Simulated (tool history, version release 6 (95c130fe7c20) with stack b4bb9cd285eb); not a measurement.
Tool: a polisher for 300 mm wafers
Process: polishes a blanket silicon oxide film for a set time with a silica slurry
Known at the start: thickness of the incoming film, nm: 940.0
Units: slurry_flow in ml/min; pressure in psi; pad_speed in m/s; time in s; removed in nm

| run | hour | slurry_flow | pressure | pad_speed | slurry_solids | time | removed |
|---|---|---|---|---|---|---|---|
| 1 | 0.0 | 125 | 5.6 | 1.38 | 1.0 | 35 | 162.77 |
| 2 | 4.0 | 125 | 6.6 | 1.38 | 1.0 | 35 | 189.55 |
| 3 | 10.1 | 125 | 5.6 | 1.38 | 1.0 | 35 | 164.65 |
| 4 | 18.1 | 125 | 5.6 | 1.38 | 1.1 | 35 | 171.76 |
| 5 | 25.8 | 125 | 5.6 | 1.38 | 1.0 | 35 | 164.56 |
| 6 | 29.3 | 145 | 5.6 | 1.38 | 1.0 | 35 | 168.72 |
| 7 | 38.0 | 150 | 6.2 | 1.38 | 1.0 | 35 | 185.69 |
| 8 | 39.1 | 155 | 6.7 | 1.38 | 1.0 | 35 | 201.71 |
| 9 | 44.7 | 155 | 6.7 | 1.38 | 1.0 | 35 | 203.47 |
| 10 | 48.0 | 160 | 7.0 | 1.38 | 1.0 | 35 | 212.28 |

Forecast run 11:
| 11 | 51.8 | 165 | 7.2 | 1.38 | 1.0 | 35 | ? |

{"run 11": {"removed": 223.18}}
